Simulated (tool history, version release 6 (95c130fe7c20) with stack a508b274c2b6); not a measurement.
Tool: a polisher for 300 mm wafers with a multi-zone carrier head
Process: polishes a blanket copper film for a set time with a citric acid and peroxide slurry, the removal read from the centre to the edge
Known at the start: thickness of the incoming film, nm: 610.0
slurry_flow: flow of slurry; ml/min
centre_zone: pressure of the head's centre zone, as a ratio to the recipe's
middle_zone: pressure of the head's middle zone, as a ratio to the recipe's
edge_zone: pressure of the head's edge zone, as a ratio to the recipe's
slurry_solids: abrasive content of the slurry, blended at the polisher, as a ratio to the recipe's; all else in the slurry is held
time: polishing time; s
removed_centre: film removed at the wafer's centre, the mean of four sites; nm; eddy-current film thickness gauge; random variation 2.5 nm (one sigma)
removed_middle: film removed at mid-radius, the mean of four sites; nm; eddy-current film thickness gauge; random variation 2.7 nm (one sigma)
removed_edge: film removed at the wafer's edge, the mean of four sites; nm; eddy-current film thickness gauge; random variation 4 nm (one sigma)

Run 1, day 0.000: slurry_flow 310 ml/min, centre_zone 1.00, middle_zone 1.00, edge_zone 1.00, slurry_solids 1.00, time 75 s. Result: removed_centre 243.13 nm, removed_middle 244.40 nm, removed_edge 246.90 nm.
Run 2, day 0.358: slurry_flow 310 ml/min, centre_zone 1.01, middle_zone 0.99, edge_zone 1.05, slurry_solids 1.15, time 76 s. Result: removed_centre 251.43 nm, removed_middle 250.54 nm, removed_edge 261.27 nm.
Run 3, day 0.388: slurry_flow 245 ml/min, centre_zone 1.01, middle_zone 0.99, edge_zone 1.05, slurry_solids 1.15, time 76 s. Result: removed_centre 252.61 nm, removed_middle 246.43 nm, removed_edge 255.16 nm.
Run 4, day 0.446: slurry_flow 245 ml/min, centre_zone 1.01, middle_zone 0.95, edge_zone 1.05, slurry_solids 1.15, time 76 s. Result: removed_centre 253.55 nm, removed_middle 242.17 nm, removed_edge 258.89 nm.
Run 5, day 0.475: slurry_flow 245 ml/min, centre_zone 1.01, middle_zone 0.88, edge_zone 1.05, slurry_solids 1.15, time 76 s. Result: removed_centre 250.14 nm, removed_middle 228.42 nm, removed_edge 259.91 nm.
Run 6, day 0.625: slurry_flow 245 ml/min, centre_zone 1.09, middle_zone 0.88, edge_zone 1.05, slurry_solids 1.15, time 76 s. Result: removed_centre 264.73 nm, removed_middle 228.09 nm, removed_edge 260.36 nm.

The next listed run, before its measurement:
Run 7, day 0.675: slurry_flow 260 ml/min, centre_zone 1.07, middle_zone 0.91, edge_zone 1.09, slurry_solids 1.25, time 77 s. Result: removed_centre ?, removed_middle ?, removed_edge ?.

removed_centre: 269.10 nm
removed_middle: 237.65 nm
removed_edge: 276.22 nm
